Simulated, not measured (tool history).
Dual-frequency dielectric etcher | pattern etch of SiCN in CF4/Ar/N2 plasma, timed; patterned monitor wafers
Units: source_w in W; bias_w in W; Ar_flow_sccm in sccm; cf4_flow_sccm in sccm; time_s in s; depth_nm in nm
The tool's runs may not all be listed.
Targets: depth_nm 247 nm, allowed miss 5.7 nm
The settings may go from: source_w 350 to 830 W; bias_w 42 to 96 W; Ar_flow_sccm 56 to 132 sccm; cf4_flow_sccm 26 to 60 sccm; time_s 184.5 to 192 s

run,hour,source_w,bias_w,Ar_flow_sccm,cf4_flow_sccm,time_s,depth_nm
1,0,590,69,94,43,184.5,207.94
2,3.9,500,69,94,43,184.5,188.62
3,10.9,500,69,84,43,184.5,192.95
4,12.1,530,69,84,43,184.5,202.98
5,19.9,550,69,84,43,184.5,204.98
6,24.4,550,69,84,47,184.5,206.36
7,30.9,670,71,83,47,184.5,237.19
8,35.1,680,71,83,47,184.5,236.22
9,37.4,690,71,83,47,184.5,238.73

Which of these 4 next moves meets every target?
A,39.7,650,73,72,50,188,?
B,39.7,640,69,82,42,192,?
C,39.7,690,64,89,47,189,?
D,39.7,740,70,90,40,184.5,?

move,depth_nm
A,248.95
B,231.93
C,232.54
D,236.97
A: meets every target
B: further off than the last run
C: further off than the last run
D: further off than the last run
The right move is A.
